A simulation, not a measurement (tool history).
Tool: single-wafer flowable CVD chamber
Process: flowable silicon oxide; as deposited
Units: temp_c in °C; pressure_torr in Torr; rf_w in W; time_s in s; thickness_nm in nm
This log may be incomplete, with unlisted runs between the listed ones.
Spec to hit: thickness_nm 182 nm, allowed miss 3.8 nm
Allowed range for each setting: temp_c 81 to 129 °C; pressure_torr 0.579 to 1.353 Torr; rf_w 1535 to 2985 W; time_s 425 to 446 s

{"run": 1, "hour": 0.0, "temp_c": 105, "pressure_torr": 0.966, "rf_w": 2260, "time_s": 446, "thickness_nm": 286.62}
{"run": 2, "hour": 5.5, "temp_c": 107, "pressure_torr": 0.965, "rf_w": 2260, "time_s": 446, "thickness_nm": 264.08}
{"run": 3, "hour": 10.9, "temp_c": 107, "pressure_torr": 0.965, "rf_w": 2535, "time_s": 446, "thickness_nm": 268.26}
{"run": 4, "hour": 18.0, "temp_c": 109, "pressure_torr": 0.965, "rf_w": 2535, "time_s": 446, "thickness_nm": 248.99}
{"run": 5, "hour": 19.9, "temp_c": 109, "pressure_torr": 0.965, "rf_w": 2700, "time_s": 446, "thickness_nm": 249.66}
{"run": 6, "hour": 23.0, "temp_c": 111, "pressure_torr": 0.965, "rf_w": 2700, "time_s": 446, "thickness_nm": 232.71}
{"run": 7, "hour": 27.1, "temp_c": 112, "pressure_torr": 0.965, "rf_w": 2700, "time_s": 446, "thickness_nm": 225.23}
{"run": 8, "hour": 28.0, "temp_c": 120, "pressure_torr": 0.963, "rf_w": 2700, "time_s": 446, "thickness_nm": 171.05}
{"run": 9, "hour": 36.3, "temp_c": 119, "pressure_torr": 0.963, "rf_w": 2700, "time_s": 446, "thickness_nm": 176.25}

Which single option among these 4 for the next run brings every result within its allowed miss of target? Just one does.
{"run": "A", "hour": 44.6, "temp_c": 117, "pressure_torr": 0.969, "rf_w": 2775, "time_s": 428, "thickness_nm": "?"}
{"run": "B", "hour": 44.6, "temp_c": 116, "pressure_torr": 0.944, "rf_w": 2325, "time_s": 446, "thickness_nm": "?"}
{"run": "C", "hour": 44.6, "temp_c": 123, "pressure_torr": 1.074, "rf_w": 2730, "time_s": 430, "thickness_nm": "?"}
{"run": "D", "hour": 44.6, "temp_c": 121, "pressure_torr": 1.039, "rf_w": 2625, "time_s": 437, "thickness_nm": "?"}

move=A thickness_nm=181.8
move=B thickness_nm=187.11
move=C thickness_nm=166.94
move=D thickness_nm=174.08
A: every result within its allowed miss
B: carries the result that was furthest off beyond its target, to the other side
C: lands further from the targets than the last run did
D: lands further from the targets than the last run did
Answer: A

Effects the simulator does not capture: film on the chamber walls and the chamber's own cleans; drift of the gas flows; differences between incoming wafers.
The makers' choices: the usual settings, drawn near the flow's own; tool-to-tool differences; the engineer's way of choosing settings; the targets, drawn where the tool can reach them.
